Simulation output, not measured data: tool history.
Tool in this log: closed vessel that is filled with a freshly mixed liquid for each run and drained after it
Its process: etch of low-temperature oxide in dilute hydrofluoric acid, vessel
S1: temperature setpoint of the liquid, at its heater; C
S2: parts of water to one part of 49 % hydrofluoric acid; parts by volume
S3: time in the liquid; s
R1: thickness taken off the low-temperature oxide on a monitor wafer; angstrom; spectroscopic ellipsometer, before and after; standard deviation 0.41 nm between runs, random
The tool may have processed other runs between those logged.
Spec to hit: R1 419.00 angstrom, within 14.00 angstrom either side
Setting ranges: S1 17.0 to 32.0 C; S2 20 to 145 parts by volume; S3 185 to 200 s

| run | hour | S1 | S2 | S3 | R1 |
|---|---|---|---|---|---|
| 1 | 0.0 | 24.0 | 80 | 185 | 349.73 |
| 2 | 6.8 | 24.0 | 100 | 185 | 270.38 |
| 3 | 8.6 | 24.0 | 125 | 185 | 212.91 |
| 4 | 12.8 | 24.0 | 125 | 185 | 212.84 |
| 5 | 19.3 | 24.0 | 125 | 185 | 212.08 |
| 6 | 22.8 | 24.0 | 100 | 185 | 274.10 |
| 7 | 25.7 | 26.0 | 95 | 185 | 309.38 |
| 8 | 32.5 | 27.0 | 90 | 185 | 344.59 |
| 9 | 33.6 | 28.0 | 90 | 185 | 367.62 |
| 10 | 40.5 | 28.5 | 90 | 185 | 368.37 |
| 11 | 45.3 | 29.0 | 90 | 185 | 375.37 |
| 12 | 47.3 | 29.5 | 90 | 185 | 387.10 |

Which of these 4 next moves meets every target?
| A | 49.3 | 29.0 | 95 | 200 | ? |
| B | 49.3 | 31.0 | 95 | 185 | ? |
| C | 49.3 | 28.5 | 85 | 195 | ? |
| D | 49.3 | 30.0 | 105 | 200 | ? |

| move | R1 |
|---|---|
| A | 386.62 |
| B | 385.59 |
| C | 419.13 |
| D | 358.18 |
A: roughly where the last run was
B: roughly where the last run was
C: all results land within tolerance of their targets
D: misses by more than the last run did
So the answer is move C, the one that meets all the targets.

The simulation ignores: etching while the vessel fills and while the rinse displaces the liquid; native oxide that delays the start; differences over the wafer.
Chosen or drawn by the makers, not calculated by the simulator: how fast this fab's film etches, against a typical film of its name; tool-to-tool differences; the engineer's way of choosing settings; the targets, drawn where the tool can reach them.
